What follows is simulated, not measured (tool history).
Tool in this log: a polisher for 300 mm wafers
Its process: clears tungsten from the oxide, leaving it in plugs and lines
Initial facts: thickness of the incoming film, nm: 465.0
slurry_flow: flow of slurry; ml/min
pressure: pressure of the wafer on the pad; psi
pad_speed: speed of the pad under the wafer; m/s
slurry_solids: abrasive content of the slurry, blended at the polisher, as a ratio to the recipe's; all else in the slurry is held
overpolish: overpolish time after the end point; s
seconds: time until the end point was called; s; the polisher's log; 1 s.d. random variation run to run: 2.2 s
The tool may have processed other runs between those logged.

run    day  slurry_flow  pressure  pad_speed  slurry_solids  overpolish  seconds
  1  0.000          125       2.9       1.40           1.00          23   99.962
  2  0.150          125       2.9       1.40           0.85          23  105.840
  3  0.346          125       3.2       1.40           0.85          23   96.352
  4  0.417          120       2.8       1.32           0.85          23  116.310
  5  0.667          115       2.5       1.26           0.85          23  135.510
  6  0.733          105       2.5       1.26           0.85          23  137.670
  7  0.767          100       2.2       1.22           0.85          23  160.640

What will run 8 give?
  8  1.117           95       2.0       1.22           0.85          23        ?

{"run 8": {"seconds": 174.16}}

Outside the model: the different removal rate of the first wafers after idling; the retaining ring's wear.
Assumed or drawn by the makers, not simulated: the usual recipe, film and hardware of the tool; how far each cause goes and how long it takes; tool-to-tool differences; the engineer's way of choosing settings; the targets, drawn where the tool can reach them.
